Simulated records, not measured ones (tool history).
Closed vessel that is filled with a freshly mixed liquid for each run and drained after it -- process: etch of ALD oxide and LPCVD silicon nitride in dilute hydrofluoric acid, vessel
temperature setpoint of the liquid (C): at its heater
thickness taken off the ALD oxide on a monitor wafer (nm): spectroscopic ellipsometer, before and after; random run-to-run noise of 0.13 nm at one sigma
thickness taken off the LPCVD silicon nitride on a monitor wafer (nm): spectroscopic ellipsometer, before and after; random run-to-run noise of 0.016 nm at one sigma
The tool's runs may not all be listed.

run  hour  temperature setpoint of the liquid (C)  parts of water to one part of 49 % hydrofluoric acid (parts by volume)  time in the liquid (s)  thickness taken off the ALD oxide on a monitor wafer (nm)  thickness taken off the LPCVD silicon nitride on a monitor wafer (nm)
  1   0.0                                    20.0                                                                     260                    1410                                                     36.003                                                                 2.2876
  2   6.8                                    23.0                                                                     260                    1410                                                     40.549                                                                 2.7418
  3  10.4                                    23.0                                                                     260                    1910                                                     54.027                                                                 3.6855
  4  12.7                                    23.0                                                                     315                    1910                                                     43.057                                                                 3.0784
  5  20.2                                    23.0                                                                     315                    1640                                                     36.977                                                                 2.6571
  6  24.3                                    21.5                                                                     315                    1640                                                     35.125                                                                 2.4519

Predict the results of run 7:
  7  32.2                                    21.0                                                                     320                    1595                                                          ?                                                                      ?

thickness taken off the ALD oxide on a monitor wafer (nm): 32.564
thickness taken off the LPCVD silicon nitride on a monitor wafer (nm): 2.2673

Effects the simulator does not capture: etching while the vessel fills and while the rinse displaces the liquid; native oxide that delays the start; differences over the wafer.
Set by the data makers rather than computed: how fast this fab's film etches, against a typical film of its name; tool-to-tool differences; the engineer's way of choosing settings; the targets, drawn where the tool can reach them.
